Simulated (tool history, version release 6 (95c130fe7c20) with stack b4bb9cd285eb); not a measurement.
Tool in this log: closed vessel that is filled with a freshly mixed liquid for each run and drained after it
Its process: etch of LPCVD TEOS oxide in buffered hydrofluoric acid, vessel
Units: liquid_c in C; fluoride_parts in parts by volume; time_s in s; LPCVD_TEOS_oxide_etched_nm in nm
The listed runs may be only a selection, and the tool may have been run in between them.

Run 1, day 0.000: liquid_c 25.0 C, fluoride_parts 7.5 parts by volume, time_s 100 s. Result: LPCVD_TEOS_oxide_etched_nm 218.92 nm.
Run 2, day 0.271: liquid_c 25.0 C, fluoride_parts 7.5 parts by volume, time_s 110 s. Result: LPCVD_TEOS_oxide_etched_nm 239.28 nm.
Run 3, day 0.367: liquid_c 23.5 C, fluoride_parts 7.5 parts by volume, time_s 110 s. Result: LPCVD_TEOS_oxide_etched_nm 221.72 nm.
Run 4, day 0.612: liquid_c 23.5 C, fluoride_parts 8.5 parts by volume, time_s 110 s. Result: LPCVD_TEOS_oxide_etched_nm 191.90 nm.
Run 5, day 0.812: liquid_c 23.5 C, fluoride_parts 10.5 parts by volume, time_s 110 s. Result: LPCVD_TEOS_oxide_etched_nm 159.90 nm.
Run 6, day 0.929: liquid_c 21.0 C, fluoride_parts 10.5 parts by volume, time_s 110 s. Result: LPCVD_TEOS_oxide_etched_nm 141.82 nm.

The next listed run, before its measurement:
Run 7, day 1.196: liquid_c 22.5 C, fluoride_parts 10.5 parts by volume, time_s 110 s. Result: LPCVD_TEOS_oxide_etched_nm ?.

LPCVD_TEOS_oxide_etched_nm: 152.06 nm
